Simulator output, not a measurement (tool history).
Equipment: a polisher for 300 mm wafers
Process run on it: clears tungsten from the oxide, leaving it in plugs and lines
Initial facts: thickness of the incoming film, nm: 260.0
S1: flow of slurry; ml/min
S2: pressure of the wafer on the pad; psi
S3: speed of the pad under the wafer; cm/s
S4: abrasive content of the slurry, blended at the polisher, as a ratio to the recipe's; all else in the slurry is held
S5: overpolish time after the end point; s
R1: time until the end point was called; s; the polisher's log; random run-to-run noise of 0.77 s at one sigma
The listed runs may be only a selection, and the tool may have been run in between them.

run	hour	S1	S2	S3	S4	S5	R1
1	0.0	260	3.7	94	1.00	14	67.044
2	6.3	260	4.1	94	1.00	14	57.054
3	8.9	260	4.9	94	1.00	14	50.464
4	15.0	260	4.9	94	1.15	14	47.491
5	20.8	260	5.0	94	1.15	14	47.308
6	29.4	260	5.1	94	1.15	14	47.376

For run 7, what comes out?
7	31.1	260	5.2	96	1.15	14	?

R1: 47.621 s
